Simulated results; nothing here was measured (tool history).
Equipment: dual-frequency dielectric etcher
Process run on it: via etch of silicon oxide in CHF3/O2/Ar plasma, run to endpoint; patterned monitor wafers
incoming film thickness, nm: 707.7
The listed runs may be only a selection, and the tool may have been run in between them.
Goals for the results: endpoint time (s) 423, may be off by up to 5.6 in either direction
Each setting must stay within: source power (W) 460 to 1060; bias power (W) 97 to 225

run,hour,source power (W),bias power (W),endpoint time (s)
1,0,760,161,375.39
2,4.9,840,161,359.73
3,12.5,780,160,374.2
4,17.3,780,186,354.68
5,23.2,900,186,335.95
6,24.8,950,186,328.94
7,30.2,860,181,342.9
8,31.3,790,177,359.64
9,33,790,177,357.75
10,41,730,174,373.64
11,43.3,690,173,383.35
12,48,660,172,390.71
13,54.6,630,171,398.15
14,57.5,610,171,404.36
15,63.3,600,171,404.69
16,67.9,590,171,408.49
# hour 68.6: bias power generator calibrated
17,68.6,580,171,407.91
18,75.5,570,171,410.21
19,77.9,560,171,414.19

Below are 5 possible settings for the next run. Only one of them brings all results inside the allowed miss of their targets. Which is it?
A,80.3,630,160,?
B,80.3,570,177,?
C,80.3,570,180,?
D,80.3,600,164,?
E,80.3,500,185,?

move,endpoint time (s)
A,403.67
B,407.66
C,405.48
D,408.78
E,424.39
A: its largest miss is bigger than the last run's
B: its largest miss is bigger than the last run's
C: its largest miss is bigger than the last run's
D: its largest miss is bigger than the last run's
E: every result lands within tolerance
So the answer is move E, the one that meets all the targets.
